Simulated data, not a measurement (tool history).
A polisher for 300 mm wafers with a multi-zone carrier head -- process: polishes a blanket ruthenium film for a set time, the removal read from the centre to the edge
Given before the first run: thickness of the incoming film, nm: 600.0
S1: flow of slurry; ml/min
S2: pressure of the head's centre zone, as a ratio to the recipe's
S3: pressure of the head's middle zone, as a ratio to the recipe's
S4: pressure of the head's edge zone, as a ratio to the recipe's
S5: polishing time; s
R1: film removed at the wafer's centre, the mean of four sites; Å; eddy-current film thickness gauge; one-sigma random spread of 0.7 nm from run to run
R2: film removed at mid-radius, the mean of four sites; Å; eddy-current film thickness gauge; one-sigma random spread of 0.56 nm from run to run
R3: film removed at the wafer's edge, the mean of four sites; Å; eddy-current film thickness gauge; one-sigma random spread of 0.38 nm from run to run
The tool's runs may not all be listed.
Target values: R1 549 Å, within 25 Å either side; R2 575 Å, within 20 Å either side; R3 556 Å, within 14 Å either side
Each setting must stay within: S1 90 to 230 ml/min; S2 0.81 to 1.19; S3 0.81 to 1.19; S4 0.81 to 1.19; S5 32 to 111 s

run	hour	S1	S2	S3	S4	S5	R1	R2	R3
1	0	150	1	1	1	71	395.66	389.49	382.78
2	5.3	150	1	1.06	1	71	389.07	407.47	388.25
3	7.9	130	1	1.06	1	71	373.9	399.41	377.2
4	13.6	130	0.94	1.06	1	71	361.25	404.4	370.05
5	20.1	130	0.86	1.06	1	71	329.86	399.05	379.54
6	27.2	130	0.86	1.13	1	71	327.96	424.72	381.28
7	29.8	170	0.96	1.12	1.1	91	483.32	555.27	520.37
8	36.4	180	0.98	1.11	1.11	92	508.52	567.9	536.67
9	38.4	185	0.99	1.1	1.12	92	511.76	565.89	536.11
10	47	190	1	1.09	1.13	92	510.47	571.49	541.01
11	49.7	190	1.02	1.08	1.13	92	519.23	563.82	547.35
12	51.4	190	1.02	1.08	1.13	92	531.8	555.71	539.39

Which single option among these 4 for the next run brings every result within its allowed miss of target? Just one does.
A	53.1	140	1.04	1.07	1.09	100	?	?	?
B	53.1	140	1	0.95	1.04	100	?	?	?
C	53.1	180	1.07	0.99	1.19	93	?	?	?
D	53.1	185	1.08	1.09	1.07	88	?	?	?

move	R1	R2	R3
A	556.81	579.23	548.21
B	539.25	526.41	536.52
C	553.32	525.9	548.89
D	530.15	540.14	492.96
A: all results land within tolerance of their targets
B: its largest miss is bigger than the last run's
C: corrects the largest miss of the last run, while another result sits out of spec
D: its largest miss is bigger than the last run's
So the answer is move A, the one that meets all the targets.
